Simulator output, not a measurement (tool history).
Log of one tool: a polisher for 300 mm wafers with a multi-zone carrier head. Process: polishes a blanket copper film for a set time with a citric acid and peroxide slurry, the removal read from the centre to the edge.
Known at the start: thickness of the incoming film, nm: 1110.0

run,hour,flow of slurry (ml/min),pressure of the head's centre zone,pressure of the head's middle zone,pressure of the head's edge zone,abrasive content of the slurry,polishing time (s),film removed at the wafer's centre (nm),film removed at mid-radius (nm),film removed at the wafer's edge (nm)
1,0,320,1,1,1,1,37,84.562,83.167,81.209
2,0.8,320,1,0.94,1,1,37,83.738,78.277,79.849
3,1.7,320,1.03,0.98,1.04,1.15,38,91.91,87.164,89.839
4,2.6,350,1.03,0.98,1.04,1.15,38,94.173,88.348,88.776
5,5.4,315,1.03,0.98,1.04,1.15,38,92.946,87.936,87.678
6,12.3,315,1.03,0.94,1.04,1.15,38,94.551,84.523,87.622
7,17.6,315,1.06,0.98,1.08,1.25,38,97.134,89.602,91.321

Run 8 comes next. What will it give?
8,18.2,325,1.08,1,1.11,1.35,39,?,?,?

Run 8 gave film removed at the wafer's centre (nm) 104.4, film removed at mid-radius (nm) 95, film removed at the wafer's edge (nm) 97.106.
